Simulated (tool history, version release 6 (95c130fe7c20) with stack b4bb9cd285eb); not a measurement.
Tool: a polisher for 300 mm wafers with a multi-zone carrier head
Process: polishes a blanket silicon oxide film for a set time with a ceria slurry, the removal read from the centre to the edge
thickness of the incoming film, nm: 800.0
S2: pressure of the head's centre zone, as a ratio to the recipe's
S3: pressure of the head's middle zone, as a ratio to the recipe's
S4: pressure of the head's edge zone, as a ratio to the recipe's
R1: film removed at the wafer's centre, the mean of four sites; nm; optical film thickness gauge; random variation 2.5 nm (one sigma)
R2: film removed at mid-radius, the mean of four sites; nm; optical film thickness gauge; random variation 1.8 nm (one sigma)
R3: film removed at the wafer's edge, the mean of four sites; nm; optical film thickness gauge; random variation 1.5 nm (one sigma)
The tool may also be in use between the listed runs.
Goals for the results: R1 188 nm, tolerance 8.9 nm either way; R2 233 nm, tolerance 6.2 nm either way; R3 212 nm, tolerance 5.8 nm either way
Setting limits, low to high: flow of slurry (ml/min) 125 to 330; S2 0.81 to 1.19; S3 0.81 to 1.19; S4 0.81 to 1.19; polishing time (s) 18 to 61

Run 1, hour 0: flow of slurry (ml/min) 210, S2 1, S3 1, S4 1, polishing time (s) 39. Result: R1 157.59 nm, R2 155.09 nm, R3 155.82 nm.
Run 2, hour 5.4: flow of slurry (ml/min) 210, S2 1, S3 1, S4 0.94, polishing time (s) 39. Result: R1 160.19 nm, R2 156.5 nm, R3 155.45 nm.
Run 3, hour 7.7: flow of slurry (ml/min) 215, S2 0.98, S3 1.02, S4 0.95, polishing time (s) 41. Result: R1 164.16 nm, R2 167.14 nm, R3 161.83 nm.
Run 4, hour 9.9: flow of slurry (ml/min) 215, S2 0.98, S3 1.05, S4 0.95, polishing time (s) 41. Result: R1 164.59 nm, R2 173.97 nm, R3 161.85 nm.
Run 5, hour 16.3: flow of slurry (ml/min) 215, S2 0.98, S3 1.13, S4 0.95, polishing time (s) 41. Result: R1 166.47 nm, R2 181.62 nm, R3 161.38 nm.
Run 6, hour 18.1: flow of slurry (ml/min) 220, S2 0.97, S3 1.13, S4 0.98, polishing time (s) 42. Result: R1 162.66 nm, R2 189.58 nm, R3 168.86 nm.
Run 7, hour 24.5: flow of slurry (ml/min) 230, S2 0.98, S3 1.14, S4 1, polishing time (s) 43. Result: R1 171.94 nm, R2 192.13 nm, R3 175.4 nm.
Run 8, hour 26.3: flow of slurry (ml/min) 235, S2 0.97, S3 1.15, S4 1.01, polishing time (s) 44. Result: R1 177 nm, R2 200.09 nm, R3 180.59 nm.
Run 9, hour 31.9: flow of slurry (ml/min) 240, S2 0.96, S3 1.16, S4 1.02, polishing time (s) 45. Result: R1 175.83 nm, R2 206.44 nm, R3 186.41 nm.
Run 10, hour 39.9: flow of slurry (ml/min) 245, S2 0.96, S3 1.16, S4 1.03, polishing time (s) 46. Result: R1 179.63 nm, R2 212.69 nm, R3 190.53 nm.
Run 11, hour 44.2: flow of slurry (ml/min) 245, S2 0.96, S3 1.16, S4 1.04, polishing time (s) 46. Result: R1 186.98 nm, R2 214.08 nm, R3 191.98 nm.
Run 12, hour 52.8: flow of slurry (ml/min) 245, S2 0.95, S3 1.16, S4 1.06, polishing time (s) 46. Result: R1 181.61 nm, R2 212.65 nm, R3 195.38 nm.

Of the 5 settings listed for the next run, only one would bring every result within its allowed miss of target. Which one?
Run A, hour 61.4: flow of slurry (ml/min) 255, S2 1.03, S3 0.99, S4 1.16, polishing time (s) 48. Result: R1 ?, R2 ?, R3 ?.
Run B, hour 61.4: flow of slurry (ml/min) 235, S2 0.85, S3 1.18, S4 1.09, polishing time (s) 54. Result: R1 ?, R2 ?, R3 ?.
Run C, hour 61.4: flow of slurry (ml/min) 245, S2 0.87, S3 1.17, S4 1.12, polishing time (s) 52. Result: R1 ?, R2 ?, R3 ?.
Run D, hour 61.4: flow of slurry (ml/min) 245, S2 0.89, S3 1.03, S4 1.19, polishing time (s) 48. Result: R1 ?, R2 ?, R3 ?.
Run E, hour 61.4: flow of slurry (ml/min) 245, S2 0.91, S3 1.16, S4 1.06, polishing time (s) 50. Result: R1 ?, R2 ?, R3 ?.

move      R1      R2      R3
   A  200.82  194.11  210.77
   B  184.56  251.73  227.59
   C  182.87   241.7  222.99
   D  172.55     200   212.8
   E  183.98  230.66  208.58
A: further off than the last run
B: moves the result that the last run missed by most past its target, out the other side
C: moves the result that the last run missed by most past its target, out the other side
D: further off than the last run
E: every result within its allowed miss
The right move is E.
